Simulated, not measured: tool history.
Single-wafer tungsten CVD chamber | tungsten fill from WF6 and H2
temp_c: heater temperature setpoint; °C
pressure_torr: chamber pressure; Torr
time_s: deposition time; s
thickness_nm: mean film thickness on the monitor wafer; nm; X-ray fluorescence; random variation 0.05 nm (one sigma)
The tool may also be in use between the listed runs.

{"run": 1, "hour": 0.0, "temp_c": 395, "pressure_torr": 48.7, "time_s": 7.19, "thickness_nm": 25.62}
{"run": 2, "hour": 3.8, "temp_c": 395, "pressure_torr": 48.7, "time_s": 7.19, "thickness_nm": 25.544}
{"run": 3, "hour": 11.7, "temp_c": 391, "pressure_torr": 48.4, "time_s": 7.19, "thickness_nm": 23.757}
{"run": 4, "hour": 12.2, "temp_c": 391, "pressure_torr": 57.1, "time_s": 7.19, "thickness_nm": 25.314}
{"run": 5, "hour": 20.3, "temp_c": 387, "pressure_torr": 56.8, "time_s": 7.19, "thickness_nm": 23.496}
{"run": 6, "hour": 27.9, "temp_c": 387, "pressure_torr": 49.3, "time_s": 7.19, "thickness_nm": 22.488}
{"run": 7, "hour": 28.5, "temp_c": 384, "pressure_torr": 49, "time_s": 7.19, "thickness_nm": 21.263}

Run 8 comes next. What will it give?
{"run": 8, "hour": 29.9, "temp_c": 382, "pressure_torr": 48.8, "time_s": 7.19, "thickness_nm": "?"}

Run 8 gave thickness_nm 20.449 nm.
